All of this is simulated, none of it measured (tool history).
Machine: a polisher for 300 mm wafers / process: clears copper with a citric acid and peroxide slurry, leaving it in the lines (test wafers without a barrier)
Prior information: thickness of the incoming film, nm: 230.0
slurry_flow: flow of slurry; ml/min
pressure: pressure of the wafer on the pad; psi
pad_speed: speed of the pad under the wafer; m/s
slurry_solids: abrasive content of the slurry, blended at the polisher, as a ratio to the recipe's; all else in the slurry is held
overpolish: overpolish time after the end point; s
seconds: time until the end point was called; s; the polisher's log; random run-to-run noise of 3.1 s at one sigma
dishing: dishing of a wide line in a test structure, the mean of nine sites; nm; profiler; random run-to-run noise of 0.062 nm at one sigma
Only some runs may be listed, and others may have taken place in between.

Run 1, day 0: slurry_flow 210 ml/min, pressure 3.5 psi, pad_speed 0.9 m/s, slurry_solids 1, overpolish 14 s. Result: seconds 118.42 s, dishing 14.509 nm.
Run 2, day 0.142: slurry_flow 210 ml/min, pressure 3.5 psi, pad_speed 0.9 m/s, slurry_solids 0.95, overpolish 14 s. Result: seconds 116.64 s, dishing 13.958 nm.
Run 3, day 0.196: slurry_flow 205 ml/min, pressure 3 psi, pad_speed 0.86 m/s, slurry_solids 0.85, overpolish 11 s. Result: seconds 146.93 s, dishing 10.406 nm.
Run 4, day 0.379: slurry_flow 205 ml/min, pressure 3.5 psi, pad_speed 0.86 m/s, slurry_solids 0.85, overpolish 11 s. Result: seconds 125.73 s, dishing 11.649 nm.
Run 5, day 0.65: slurry_flow 240 ml/min, pressure 3 psi, pad_speed 0.84 m/s, slurry_solids 0.75, overpolish 9 s. Result: seconds 152.34 s, dishing 8.5822 nm.
Run 6, day 0.7: slurry_flow 240 ml/min, pressure 3 psi, pad_speed 0.68 m/s, slurry_solids 0.75, overpolish 9 s. Result: seconds 172.93 s, dishing 7.7634 nm.
Run 7, day 0.908: slurry_flow 265 ml/min, pressure 3 psi, pad_speed 0.6 m/s, slurry_solids 0.7, overpolish 8 s. Result: seconds 180.13 s, dishing 6.4001 nm.
Run 8, day 1.075: slurry_flow 285 ml/min, pressure 3 psi, pad_speed 0.54 m/s, slurry_solids 0.65, overpolish 7 s. Result: seconds 192.47 s, dishing 5.5811 nm.

Forecast run 9:
Run 9, day 1.217: slurry_flow 295 ml/min, pressure 3.1 psi, pad_speed 0.5 m/s, slurry_solids 0.6, overpolish 6 s. Result: seconds ?, dishing ?.

seconds: 203.39 s
dishing: 4.6001 nm

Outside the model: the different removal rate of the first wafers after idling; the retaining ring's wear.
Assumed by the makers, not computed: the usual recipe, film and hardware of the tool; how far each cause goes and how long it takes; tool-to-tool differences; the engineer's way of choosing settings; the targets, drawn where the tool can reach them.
